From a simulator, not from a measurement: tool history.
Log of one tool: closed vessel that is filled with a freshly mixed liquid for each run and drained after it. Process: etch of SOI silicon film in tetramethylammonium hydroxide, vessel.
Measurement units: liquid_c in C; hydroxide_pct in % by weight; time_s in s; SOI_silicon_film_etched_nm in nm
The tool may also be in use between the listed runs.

run  hour  liquid_c  hydroxide_pct  time_s  SOI_silicon_film_etched_nm
  1     0        69            9.5     105                      716.08
  2   2.1        72            9.5     105                      842.23
  3     9        72           11.5     105                      797.19
  4  16.7        71           11.5     105                      758.03
  5  17.5        70           11.5     105                      695.87
  6  24.2        70           12.5     105                      682.32
  7  30.8      69.5           12.5     105                      664.86

Run 8 is up next; what results do you expect?
  8  33.1      69.5           12.5     105                           ?

{"run 8": {"SOI_silicon_film_etched_nm": 659.68}}

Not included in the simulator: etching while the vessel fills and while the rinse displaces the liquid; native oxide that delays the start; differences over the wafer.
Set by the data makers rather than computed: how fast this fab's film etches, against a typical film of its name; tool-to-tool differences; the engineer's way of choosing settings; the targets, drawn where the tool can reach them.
